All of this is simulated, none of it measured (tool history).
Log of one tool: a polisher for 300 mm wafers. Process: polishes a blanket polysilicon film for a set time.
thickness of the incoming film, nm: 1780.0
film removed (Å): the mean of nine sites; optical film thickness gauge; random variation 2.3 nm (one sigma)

| run | hour | flow of slurry (ml/min) | pressure of the wafer on the pad (psi) | speed of the pad under the wafer (m/s) | polishing time (s) | film removed (Å) |
|---|---|---|---|---|---|---|
| 1 | 0.0 | 185 | 3.3 | 0.76 | 26 | 1771.8 |
| 2 | 7.4 | 185 | 3.4 | 0.76 | 26 | 1782.9 |
| 3 | 9.9 | 185 | 3.4 | 0.76 | 23 | 1566.9 |
| 4 | 13.2 | 185 | 4.2 | 0.76 | 23 | 1818.8 |
| 5 | 14.4 | 185 | 4.4 | 0.76 | 23 | 1925.4 |
| 6 | 20.0 | 185 | 4.4 | 0.76 | 23 | 1901.7 |
| 7 | 21.1 | 185 | 4.6 | 0.76 | 23 | 1934.3 |
| 8 | 27.9 | 185 | 4.7 | 0.76 | 23 | 1983.9 |
| 9 | 35.4 | 185 | 4.8 | 0.76 | 23 | 2018.7 |

The next listed run, before its measurement:
| 10 | 40.2 | 185 | 4.9 | 0.76 | 23 | ? |

film removed (Å): 2055.5
